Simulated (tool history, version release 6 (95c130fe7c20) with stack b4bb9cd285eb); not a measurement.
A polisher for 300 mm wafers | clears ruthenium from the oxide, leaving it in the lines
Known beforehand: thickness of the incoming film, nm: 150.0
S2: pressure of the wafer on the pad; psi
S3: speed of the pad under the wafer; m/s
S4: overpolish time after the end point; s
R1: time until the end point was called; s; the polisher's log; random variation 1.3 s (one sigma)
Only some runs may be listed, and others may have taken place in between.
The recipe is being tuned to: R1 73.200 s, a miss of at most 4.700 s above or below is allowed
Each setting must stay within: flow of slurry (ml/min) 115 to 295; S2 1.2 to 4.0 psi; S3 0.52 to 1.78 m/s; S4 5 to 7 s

run 1 day=0.000 | flow_of_slurry_(ml/min)=190 S2=2.6 S3=1.14 S4=7 | R1=121.320
run 2 day=0.221 | flow_of_slurry_(ml/min)=190 S2=2.6 S3=1.14 S4=5 | R1=120.300
run 3 day=0.354 | flow_of_slurry_(ml/min)=190 S2=3.0 S3=1.14 S4=5 | R1=110.620
run 4 day=0.721 | flow_of_slurry_(ml/min)=190 S2=3.0 S3=0.94 S4=5 | R1=135.040
run 5 day=0.929 | flow_of_slurry_(ml/min)=190 S2=3.0 S3=0.94 S4=7 | R1=131.280
run 6 day=1.217 | flow_of_slurry_(ml/min)=190 S2=3.2 S3=1.00 S4=7 | R1=112.510
run 7 day=1.467 | flow_of_slurry_(ml/min)=190 S2=3.3 S3=1.02 S4=7 | R1=106.900
run 8 day=1.492 | flow_of_slurry_(ml/min)=190 S2=3.4 S3=1.04 S4=7 | R1=103.700
-- day=1.775 worn pad replaced by a new one
run 9 day=1.775 | flow_of_slurry_(ml/min)=190 S2=3.5 S3=1.08 S4=7 | R1=95.211
run 10 day=1.846 | flow_of_slurry_(ml/min)=190 S2=3.6 S3=1.10 S4=7 | R1=87.970
run 11 day=2.208 | flow_of_slurry_(ml/min)=190 S2=3.7 S3=1.10 S4=7 | R1=87.240
run 12 day=2.438 | flow_of_slurry_(ml/min)=190 S2=3.8 S3=1.12 S4=7 | R1=82.444
run 13 day=2.646 | flow_of_slurry_(ml/min)=190 S2=3.8 S3=1.14 S4=7 | R1=81.048
run 14 day=2.825 | flow_of_slurry_(ml/min)=190 S2=3.9 S3=1.16 S4=7 | R1=79.702

Which single option among these 5 for the next run brings every result within its allowed miss of target? Just one does.
run A day=3.004 | flow_of_slurry_(ml/min)=195 S2=3.7 S3=1.32 S4=5 | R1=?
run B day=3.004 | flow_of_slurry_(ml/min)=195 S2=3.6 S3=1.14 S4=5 | R1=?
run C day=3.004 | flow_of_slurry_(ml/min)=185 S2=2.8 S3=1.40 S4=5 | R1=?
run D day=3.004 | flow_of_slurry_(ml/min)=150 S2=3.9 S3=1.44 S4=6 | R1=?
run E day=3.004 | flow_of_slurry_(ml/min)=180 S2=3.4 S3=1.20 S4=5 | R1=?

move=A R1=72.834
move=B R1=86.060
move=C R1=88.178
move=D R1=65.297
move=E R1=86.714
A: every result within its allowed miss
B: its largest miss is bigger than the last run's
C: its largest miss is bigger than the last run's
D: moves the result that the last run missed by most past its target, out the other side
E: its largest miss is bigger than the last run's
Answer: A
